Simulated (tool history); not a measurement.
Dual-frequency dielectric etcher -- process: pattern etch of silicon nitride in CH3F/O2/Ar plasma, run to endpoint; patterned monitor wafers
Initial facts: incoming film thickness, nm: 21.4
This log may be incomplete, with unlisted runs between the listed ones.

Run 1, hour 0: source power (W) 450, bias power (W) 87. Result: endpoint time (s) 25.884.
Run 2, hour 8.8: source power (W) 480, bias power (W) 87. Result: endpoint time (s) 25.415.
Run 3, hour 11.1: source power (W) 480, bias power (W) 94. Result: endpoint time (s) 24.436.
Run 4, hour 14.5: source power (W) 440, bias power (W) 86. Result: endpoint time (s) 26.37.
At hour 16.2: source power generator calibrated.
Run 5, hour 16.2: source power (W) 400, bias power (W) 86. Result: endpoint time (s) 29.05.
Run 6, hour 16.7: source power (W) 400, bias power (W) 95. Result: endpoint time (s) 27.454.
Run 7, hour 19.8: source power (W) 380, bias power (W) 92. Result: endpoint time (s) 28.834.
Run 8, hour 28.3: source power (W) 360, bias power (W) 90. Result: endpoint time (s) 29.812.
Run 9, hour 34.3: source power (W) 340, bias power (W) 88. Result: endpoint time (s) 31.408.

Forecast run 10:
Run 10, hour 36.6: source power (W) 330, bias power (W) 87. Result: endpoint time (s) ?.

Run 10 produced endpoint time (s) 31.979.
